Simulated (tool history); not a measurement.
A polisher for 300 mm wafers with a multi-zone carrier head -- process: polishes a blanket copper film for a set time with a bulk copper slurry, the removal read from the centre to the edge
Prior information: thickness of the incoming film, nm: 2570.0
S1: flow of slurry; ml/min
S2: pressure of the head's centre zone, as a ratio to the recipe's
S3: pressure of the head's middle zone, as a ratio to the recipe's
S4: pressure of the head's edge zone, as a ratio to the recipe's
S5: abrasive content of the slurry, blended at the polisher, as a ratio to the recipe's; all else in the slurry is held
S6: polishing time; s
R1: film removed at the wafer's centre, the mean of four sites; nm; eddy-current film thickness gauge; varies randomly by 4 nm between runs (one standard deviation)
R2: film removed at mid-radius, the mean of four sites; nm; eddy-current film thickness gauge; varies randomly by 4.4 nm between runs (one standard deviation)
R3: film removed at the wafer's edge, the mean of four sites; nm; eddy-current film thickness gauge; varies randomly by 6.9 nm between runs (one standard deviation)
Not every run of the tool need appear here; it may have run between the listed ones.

{"run": 1, "hour": 0.0, "S1": 305, "S2": 1.0, "S3": 1.0, "S4": 1.0, "S5": 1.0, "S6": 46, "R1": 463.65, "R2": 455.14, "R3": 459.33}
{"run": 2, "hour": 5.9, "S1": 315, "S2": 1.03, "S3": 1.04, "S4": 1.03, "S5": 1.15, "S6": 46, "R1": 508.46, "R2": 485.8, "R3": 477.68}
{"run": 3, "hour": 11.0, "S1": 315, "S2": 1.08, "S3": 1.04, "S4": 1.03, "S5": 1.15, "S6": 46, "R1": 528.67, "R2": 491.65, "R3": 480.89}
{"run": 4, "hour": 13.2, "S1": 320, "S2": 1.07, "S3": 1.07, "S4": 1.06, "S5": 1.25, "S6": 47, "R1": 552.57, "R2": 526.9, "R3": 509.61}
{"run": 5, "hour": 17.2, "S1": 330, "S2": 1.08, "S3": 1.1, "S4": 1.09, "S5": 1.3, "S6": 47, "R1": 558.06, "R2": 538.08, "R3": 513.26}
{"run": 6, "hour": 18.0, "S1": 330, "S2": 1.08, "S3": 1.1, "S4": 1.17, "S5": 1.3, "S6": 47, "R1": 562.41, "R2": 543.38, "R3": 528.49}

Run 7 is up next; what results do you expect?
{"hour": 24.2, "done": "edge zone pressure recalibrated"}
{"run": 7, "hour": 24.2, "S1": 335, "S2": 1.08, "S3": 1.12, "S4": 1.17, "S5": 1.35, "S6": 47, "R1": "?", "R2": "?", "R3": "?"}

Run 7 measured R1 575.44 nm, R2 557.44 nm, R3 578.97 nm.
